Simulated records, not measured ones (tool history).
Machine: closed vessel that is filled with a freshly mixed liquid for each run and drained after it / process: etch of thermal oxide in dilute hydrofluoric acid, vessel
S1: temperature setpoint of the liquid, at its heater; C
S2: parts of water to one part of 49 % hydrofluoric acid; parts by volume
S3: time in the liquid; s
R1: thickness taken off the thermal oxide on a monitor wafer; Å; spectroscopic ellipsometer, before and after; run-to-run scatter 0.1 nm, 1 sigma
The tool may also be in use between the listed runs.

run,hour,S1,S2,S3,R1
1,0.0,20.0,145,335,87.184
2,3.0,21.5,130,335,106.140
3,8.6,22.5,120,335,121.040
4,17.0,25.0,120,335,132.500
5,21.8,25.5,110,335,149.690
6,23.7,25.5,155,335,100.040
7,30.0,25.5,155,335,99.714
8,31.3,26.0,140,335,114.590

For run 9, what comes out?
9,40.5,26.5,130,335,?

{"run 9": {"R1": 127.17}}
